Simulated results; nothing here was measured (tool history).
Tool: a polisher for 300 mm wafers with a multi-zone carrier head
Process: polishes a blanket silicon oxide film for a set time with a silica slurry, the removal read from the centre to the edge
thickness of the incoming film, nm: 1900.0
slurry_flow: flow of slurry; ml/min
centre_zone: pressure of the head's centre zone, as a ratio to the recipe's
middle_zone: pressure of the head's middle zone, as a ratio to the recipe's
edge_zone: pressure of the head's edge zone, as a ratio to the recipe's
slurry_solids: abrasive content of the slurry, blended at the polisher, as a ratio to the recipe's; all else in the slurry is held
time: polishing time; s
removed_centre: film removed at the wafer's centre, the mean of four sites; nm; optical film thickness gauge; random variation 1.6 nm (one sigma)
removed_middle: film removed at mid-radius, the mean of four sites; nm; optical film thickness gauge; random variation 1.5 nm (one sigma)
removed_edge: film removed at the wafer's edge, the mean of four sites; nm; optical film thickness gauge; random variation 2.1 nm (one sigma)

| run | hour | slurry_flow | centre_zone | middle_zone | edge_zone | slurry_solids | time | removed_centre | removed_middle | removed_edge |
|---|---|---|---|---|---|---|---|---|---|---|
| 1 | 0 | 160 | 1 | 1 | 1 | 1 | 88 | 252.21 | 236.91 | 232.34 |
| 2 | 3.5 | 155 | 0.99 | 0.98 | 0.99 | 0.95 | 87 | 238.3 | 222.28 | 221.6 |
| 3 | 9.5 | 150 | 0.98 | 0.97 | 0.98 | 0.9 | 87 | 229.14 | 213.91 | 220.34 |
| 4 | 15.1 | 150 | 0.98 | 0.94 | 0.98 | 0.9 | 87 | 229.56 | 207.65 | 215.22 |
| 5 | 23.4 | 150 | 0.97 | 0.93 | 0.97 | 0.85 | 86 | 218.2 | 197.67 | 206.97 |
| 6 | 30.5 | 150 | 0.97 | 0.85 | 0.97 | 0.85 | 86 | 217.65 | 188.07 | 205.06 |
| 7 | 37.2 | 150 | 0.96 | 0.85 | 0.96 | 0.8 | 86 | 206.72 | 183.58 | 202.93 |
| 8 | 41.8 | 150 | 0.96 | 0.85 | 0.95 | 0.75 | 86 | 205.65 | 176.39 | 191.24 |
| 9 | 48.6 | 145 | 0.95 | 0.85 | 0.94 | 0.75 | 86 | 198.96 | 175.22 | 190.18 |
| 10 | 55.7 | 140 | 0.95 | 0.85 | 0.93 | 0.75 | 86 | 197.19 | 173.24 | 183.61 |
|  | 56.5 | centre zone pressure recalibrated |
| 11 | 56.5 | 135 | 0.95 | 0.85 | 0.93 | 0.75 | 86 | 177.7 | 172.27 | 187.98 |
| 12 | 61.2 | 135 | 0.95 | 0.85 | 0.93 | 0.7 | 86 | 171.49 | 165.67 | 178.91 |
| 13 | 66.1 | 110 | 1.01 | 0.81 | 0.88 | 0.55 | 86 | 148.04 | 132.8 | 146.41 |
| 14 | 67.6 | 115 | 1.01 | 0.81 | 0.88 | 0.55 | 86 | 153.35 | 133.43 | 147.17 |
| 15 | 71.1 | 115 | 1.01 | 0.81 | 0.88 | 0.55 | 86 | 151.37 | 133.08 | 147.21 |
| 16 | 77.5 | 120 | 1.01 | 0.81 | 0.88 | 0.55 | 86 | 154.49 | 133.08 | 147.24 |

The next listed run, before its measurement:
| 17 | 79.7 | 135 | 0.98 | 0.82 | 0.9 | 0.55 | 86 | ? | ? | ? |

Run 17 gave removed_centre 153.77 nm, removed_middle 138.86 nm, removed_edge 153.37 nm.
